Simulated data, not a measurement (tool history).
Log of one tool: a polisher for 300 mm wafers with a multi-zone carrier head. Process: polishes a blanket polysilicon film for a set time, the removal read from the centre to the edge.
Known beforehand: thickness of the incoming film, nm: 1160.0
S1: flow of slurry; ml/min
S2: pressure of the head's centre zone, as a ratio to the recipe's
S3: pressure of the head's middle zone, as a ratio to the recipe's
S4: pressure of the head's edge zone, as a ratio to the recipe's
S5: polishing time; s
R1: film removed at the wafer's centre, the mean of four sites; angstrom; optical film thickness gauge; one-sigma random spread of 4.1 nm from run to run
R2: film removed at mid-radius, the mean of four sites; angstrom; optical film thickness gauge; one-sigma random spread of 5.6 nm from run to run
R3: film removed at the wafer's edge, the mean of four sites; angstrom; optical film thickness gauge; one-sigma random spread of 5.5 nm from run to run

| run | day | S1 | S2 | S3 | S4 | S5 | R1 | R2 | R3 |
|---|---|---|---|---|---|---|---|---|---|
| 1 | 0 | 135 | 1 | 1 | 1 | 32 | 3566.8 | 3489.9 | 3631.6 |
| 2 | 0.042 | 135 | 1 | 1 | 0.96 | 32 | 3692.7 | 3570.1 | 3589.4 |
| 3 | 0.071 | 135 | 1 | 1.07 | 0.96 | 32 | 3619.1 | 3893.9 | 3526.2 |
| 4 | 0.25 | 105 | 1 | 1.07 | 0.96 | 32 | 3468.1 | 3545.2 | 3381.3 |
| 5 | 0.575 | 105 | 1 | 1.07 | 0.89 | 32 | 3468.2 | 3626.8 | 3314.8 |
| 6 | 0.733 | 125 | 1.02 | 1.03 | 0.94 | 33 | 3813.9 | 3704.2 | 3566 |

Expected results for the next run?
| 7 | 1.004 | 140 | 1.03 | 1 | 0.98 | 34 | ? | ? | ? |

Run 7 gave R1 3945.4 angstrom, R2 3809.7 angstrom, R3 3836.3 angstrom.
